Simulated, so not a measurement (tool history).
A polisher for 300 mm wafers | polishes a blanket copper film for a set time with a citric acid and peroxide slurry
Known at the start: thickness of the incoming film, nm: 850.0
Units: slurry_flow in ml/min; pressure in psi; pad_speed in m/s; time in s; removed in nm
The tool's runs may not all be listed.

run 1 hour=0.0 | slurry_flow=260 pressure=3.9 pad_speed=0.76 slurry_solids=1.0 time=92 | removed=170.94
run 2 hour=6.6 | slurry_flow=260 pressure=3.1 pad_speed=0.76 slurry_solids=1.0 time=92 | removed=133.47
run 3 hour=14.8 | slurry_flow=260 pressure=3.1 pad_speed=0.68 slurry_solids=1.0 time=92 | removed=122.57
run 4 hour=17.5 | slurry_flow=260 pressure=2.9 pad_speed=0.68 slurry_solids=1.0 time=92 | removed=116.95
run 5 hour=24.3 | slurry_flow=315 pressure=2.9 pad_speed=0.68 slurry_solids=1.0 time=92 | removed=120.60
run 6 hour=27.8 | slurry_flow=315 pressure=2.8 pad_speed=0.68 slurry_solids=1.0 time=92 | removed=112.93
run 7 hour=29.6 | slurry_flow=315 pressure=2.7 pad_speed=0.68 slurry_solids=1.0 time=92 | removed=108.20
run 8 hour=34.4 | slurry_flow=315 pressure=2.6 pad_speed=0.68 slurry_solids=1.0 time=92 | removed=104.34

Forecast run 9:
run 9 hour=43.0 | slurry_flow=315 pressure=2.5 pad_speed=0.68 slurry_solids=1.0 time=92 | removed=?

{"run 9": {"removed": 100.55}}
